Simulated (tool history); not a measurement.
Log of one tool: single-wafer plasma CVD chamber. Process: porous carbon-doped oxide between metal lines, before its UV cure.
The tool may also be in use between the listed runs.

run  hour  heater temperature setpoint (deg C)  RF power (W)  deposition time (s)  mean film thickness on the monitor wafer (Å)
  1     0                                  300           590                 24.3                                          1398
  2     7                                  303           580                 24.3                                          1363
  3  12.7                                  303           545                 24.3                                        1315.2
  4  17.7                                  305           535                 24.3                                        1295.5
  5  26.3                                  305           535                 23.1                                        1231.9
  6  31.9                                  307           535                 23.1                                          1220
  7  32.6                                  309           535                 23.1                                        1202.8
  8  36.6                                  310           535                 23.1                                        1202.2
  9  38.7                                  312           535                 23.1                                          1188
 10  39.6                                  313           535                 23.1                                        1181.7
 11  45.1                                  314           535                 23.1                                        1181.5
 12  52.8                                  314           535                 23.1                                        1177.6
 13  55.5                                  315           535                 23.1                                        1170.7

The next listed run, before its measurement:
 14  61.1                                  316           535                 23.1                                             ?

Run 14 gave mean film thickness on the monitor wafer (Å) 1176.1.
